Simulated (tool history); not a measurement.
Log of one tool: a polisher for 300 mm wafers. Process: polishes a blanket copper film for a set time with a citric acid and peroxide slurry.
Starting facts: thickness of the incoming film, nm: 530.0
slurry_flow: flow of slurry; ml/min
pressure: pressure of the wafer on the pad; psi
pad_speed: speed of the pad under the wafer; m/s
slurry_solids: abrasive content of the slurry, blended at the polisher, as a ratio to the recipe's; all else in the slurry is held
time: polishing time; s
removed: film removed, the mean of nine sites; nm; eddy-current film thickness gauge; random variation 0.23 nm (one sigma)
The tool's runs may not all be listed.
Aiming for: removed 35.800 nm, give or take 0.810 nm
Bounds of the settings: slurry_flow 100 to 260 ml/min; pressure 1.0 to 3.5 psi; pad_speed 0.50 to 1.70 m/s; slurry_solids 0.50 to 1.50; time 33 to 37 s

Run 1, hour 0.0: slurry_flow 165 ml/min, pressure 2.2 psi, pad_speed 1.10 m/s, slurry_solids 1.00, time 37 s. Result: removed 71.546 nm.
Run 2, hour 0.8: slurry_flow 155 ml/min, pressure 1.9 psi, pad_speed 1.06 m/s, slurry_solids 1.00, time 37 s. Result: removed 62.764 nm.
Run 3, hour 8.6: slurry_flow 155 ml/min, pressure 1.9 psi, pad_speed 1.06 m/s, slurry_solids 1.20, time 37 s. Result: removed 64.737 nm.
Run 4, hour 14.2: slurry_flow 155 ml/min, pressure 1.6 psi, pad_speed 0.98 m/s, slurry_solids 1.20, time 37 s. Result: removed 54.474 nm.
Run 5, hour 15.2: slurry_flow 150 ml/min, pressure 1.4 psi, pad_speed 0.92 m/s, slurry_solids 1.20, time 37 s. Result: removed 48.029 nm.
Run 6, hour 23.5: slurry_flow 150 ml/min, pressure 1.0 psi, pad_speed 0.92 m/s, slurry_solids 1.20, time 37 s. Result: removed 40.062 nm.
Run 7, hour 24.3: slurry_flow 145 ml/min, pressure 1.0 psi, pad_speed 0.88 m/s, slurry_solids 1.20, time 37 s. Result: removed 38.320 nm.
Run 8, hour 25.9: slurry_flow 115 ml/min, pressure 1.0 psi, pad_speed 0.82 m/s, slurry_solids 1.20, time 37 s. Result: removed 34.315 nm.

Which of these 5 next moves meets every target?
Run A, hour 27.5: slurry_flow 100 ml/min, pressure 1.4 psi, pad_speed 0.82 m/s, slurry_solids 1.10, time 34 s. Result: removed ?.
Run B, hour 27.5: slurry_flow 120 ml/min, pressure 1.4 psi, pad_speed 0.68 m/s, slurry_solids 1.20, time 37 s. Result: removed ?.
Run C, hour 27.5: slurry_flow 100 ml/min, pressure 1.0 psi, pad_speed 1.10 m/s, slurry_solids 1.10, time 35 s. Result: removed ?.
Run D, hour 27.5: slurry_flow 105 ml/min, pressure 1.2 psi, pad_speed 0.88 m/s, slurry_solids 1.05, time 36 s. Result: removed ?.
Run E, hour 27.5: slurry_flow 115 ml/min, pressure 1.3 psi, pad_speed 0.68 m/s, slurry_solids 1.20, time 36 s. Result: removed ?.

move  removed
   A   36.141
   B   37.119
   C   38.255
   D   37.008
   E   34.234
A: all results in spec
B: carries the result that was furthest off beyond its target, to the other side
C: carries the result that was furthest off beyond its target, to the other side
D: carries the result that was furthest off beyond its target, to the other side
E: its largest miss is bigger than the last run's
Answer: A
